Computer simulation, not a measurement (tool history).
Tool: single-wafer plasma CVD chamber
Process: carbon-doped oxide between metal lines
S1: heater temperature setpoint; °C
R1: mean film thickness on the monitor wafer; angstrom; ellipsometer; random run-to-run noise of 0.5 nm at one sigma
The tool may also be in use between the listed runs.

run 1 hour=0.0 | S1=365 chamber_pressure_(Torr)=5.33 RF_power_(kW)=0.445 deposition_time_(s)=17.1 | R1=753.46
run 2 hour=5.1 | S1=365 chamber_pressure_(Torr)=4.44 RF_power_(kW)=0.445 deposition_time_(s)=17.1 | R1=736.49
run 3 hour=13.8 | S1=363 chamber_pressure_(Torr)=4.84 RF_power_(kW)=0.475 deposition_time_(s)=17.1 | R1=801.68
run 4 hour=14.6 | S1=363 chamber_pressure_(Torr)=4.84 RF_power_(kW)=0.475 deposition_time_(s)=16.4 | R1=760.16
run 5 hour=17.7 | S1=363 chamber_pressure_(Torr)=4.84 RF_power_(kW)=0.475 deposition_time_(s)=16.4 | R1=761.30
run 6 hour=21.1 | S1=363 chamber_pressure_(Torr)=4.84 RF_power_(kW)=0.510 deposition_time_(s)=16.4 | R1=812.82

The next listed run, before its measurement:
run 7 hour=22.0 | S1=360 chamber_pressure_(Torr)=5.10 RF_power_(kW)=0.520 deposition_time_(s)=16.4 | R1=?

Logged for run 7: R1 834.02 angstrom.
